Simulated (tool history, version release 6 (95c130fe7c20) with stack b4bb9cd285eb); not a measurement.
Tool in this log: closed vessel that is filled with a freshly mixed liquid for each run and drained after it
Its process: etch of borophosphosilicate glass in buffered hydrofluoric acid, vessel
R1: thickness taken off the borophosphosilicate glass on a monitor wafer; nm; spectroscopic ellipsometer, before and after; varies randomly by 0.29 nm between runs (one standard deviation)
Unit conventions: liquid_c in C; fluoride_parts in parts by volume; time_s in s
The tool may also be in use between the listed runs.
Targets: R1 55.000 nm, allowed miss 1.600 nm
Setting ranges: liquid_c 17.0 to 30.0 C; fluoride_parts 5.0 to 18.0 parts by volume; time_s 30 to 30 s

{"run": 1, "hour": 0.0, "liquid_c": 22.0, "fluoride_parts": 11.0, "time_s": 30, "R1": 91.124}
{"run": 2, "hour": 2.2, "liquid_c": 21.0, "fluoride_parts": 11.5, "time_s": 30, "R1": 82.643}
{"run": 3, "hour": 6.5, "liquid_c": 21.0, "fluoride_parts": 11.5, "time_s": 30, "R1": 82.634}
{"run": 4, "hour": 15.6, "liquid_c": 20.0, "fluoride_parts": 12.0, "time_s": 30, "R1": 75.144}
{"run": 5, "hour": 22.4, "liquid_c": 20.0, "fluoride_parts": 9.0, "time_s": 30, "R1": 97.236}
{"run": 6, "hour": 25.1, "liquid_c": 19.5, "fluoride_parts": 10.0, "time_s": 30, "R1": 86.914}
{"run": 7, "hour": 33.2, "liquid_c": 19.0, "fluoride_parts": 11.0, "time_s": 30, "R1": 77.795}
{"run": 8, "hour": 34.0, "liquid_c": 18.5, "fluoride_parts": 11.5, "time_s": 30, "R1": 72.474}
{"run": 9, "hour": 36.9, "liquid_c": 18.0, "fluoride_parts": 12.0, "time_s": 30, "R1": 66.787}
{"run": 10, "hour": 38.8, "liquid_c": 18.0, "fluoride_parts": 12.5, "time_s": 30, "R1": 64.406}

Below are 4 possible settings for the next run. Only one of them brings all results inside the allowed miss of their targets. Which is it?
{"run": "A", "hour": 40.7, "liquid_c": 20.0, "fluoride_parts": 15.0, "time_s": 30, "R1": "?"}
{"run": "B", "hour": 40.7, "liquid_c": 17.0, "fluoride_parts": 14.0, "time_s": 30, "R1": "?"}
{"run": "C", "hour": 40.7, "liquid_c": 17.5, "fluoride_parts": 13.0, "time_s": 30, "R1": "?"}
{"run": "D", "hour": 40.7, "liquid_c": 17.0, "fluoride_parts": 13.0, "time_s": 30, "R1": "?"}

move=A R1=60.061
move=B R1=54.369
move=C R1=60.170
move=D R1=58.499
A: moves toward the targets from the last run without getting all of them in spec
B: in spec on every target
C: moves toward the targets from the last run without getting all of them in spec
D: moves toward the targets from the last run without getting all of them in spec
The move that meets every target is B.
